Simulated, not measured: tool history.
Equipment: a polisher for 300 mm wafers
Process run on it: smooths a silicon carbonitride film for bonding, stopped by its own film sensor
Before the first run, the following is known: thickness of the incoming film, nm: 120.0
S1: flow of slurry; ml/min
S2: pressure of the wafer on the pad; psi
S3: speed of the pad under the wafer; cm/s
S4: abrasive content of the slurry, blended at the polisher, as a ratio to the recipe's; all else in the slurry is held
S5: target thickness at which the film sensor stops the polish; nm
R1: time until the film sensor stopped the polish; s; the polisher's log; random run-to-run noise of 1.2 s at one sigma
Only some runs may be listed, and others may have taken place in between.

run,hour,S1,S2,S3,S4,S5,R1
1,0.0,260,1.3,80,1.00,109,70.542
2,2.6,260,1.3,80,1.00,110,64.559
3,6.1,260,1.3,80,0.85,110,67.388
4,13.3,260,1.3,80,0.75,110,74.430
5,15.6,260,1.6,80,0.75,110,61.173
6,19.4,260,1.6,80,0.75,110,61.925
7,20.3,260,1.4,78,0.75,110,69.677
8,26.7,260,1.2,76,0.75,110,81.873

Run 9 comes next. What will it give?
9,29.3,260,1.1,76,0.75,110,?

R1: 87.363 s

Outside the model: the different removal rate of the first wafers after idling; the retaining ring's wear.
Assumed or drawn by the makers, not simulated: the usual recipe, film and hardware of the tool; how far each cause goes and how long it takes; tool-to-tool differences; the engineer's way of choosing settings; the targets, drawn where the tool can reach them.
